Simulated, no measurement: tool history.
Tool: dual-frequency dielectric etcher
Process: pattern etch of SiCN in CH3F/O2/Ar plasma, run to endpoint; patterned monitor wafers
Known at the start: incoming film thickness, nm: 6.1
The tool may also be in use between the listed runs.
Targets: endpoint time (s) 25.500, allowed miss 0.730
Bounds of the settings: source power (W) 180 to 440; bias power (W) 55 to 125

| run | day | source power (W) | bias power (W) | endpoint time (s) |
|---|---|---|---|---|
| 1 | 0.000 | 310 | 90 | 16.821 |
| 2 | 0.175 | 310 | 77 | 18.576 |
| 3 | 0.217 | 280 | 77 | 19.325 |
| 4 | 0.454 | 280 | 63 | 21.201 |
| 5 | 0.817 | 260 | 61 | 22.465 |
| 6 | 0.912 | 260 | 72 | 20.813 |
| 7 | 1.146 | 240 | 69 | 22.428 |
| 8 | 1.329 | 230 | 69 | 22.899 |
| 9 | 1.517 | 220 | 69 | 23.572 |
| 10 | 1.800 | 210 | 69 | 24.207 |
| 11 | 1.888 | 180 | 65 | 28.903 |
| 12 | 2.042 | 190 | 65 | 27.469 |

5 next moves are on the table. One of them brings every result within its allowed miss. Which?
| A | 2.196 | 200 | 55 | ? |
| B | 2.196 | 190 | 63 | ? |
| C | 2.196 | 190 | 76 | ? |
| D | 2.196 | 180 | 58 | ? |
| E | 2.196 | 180 | 56 | ? |

| move | endpoint time (s) |
|---|---|
| A | 28.041 |
| B | 27.592 |
| C | 25.250 |
| D | 30.286 |
| E | 30.798 |
A: further off than the last run
B: further off than the last run
C: meets every target
D: further off than the last run
E: further off than the last run
The right move is C.
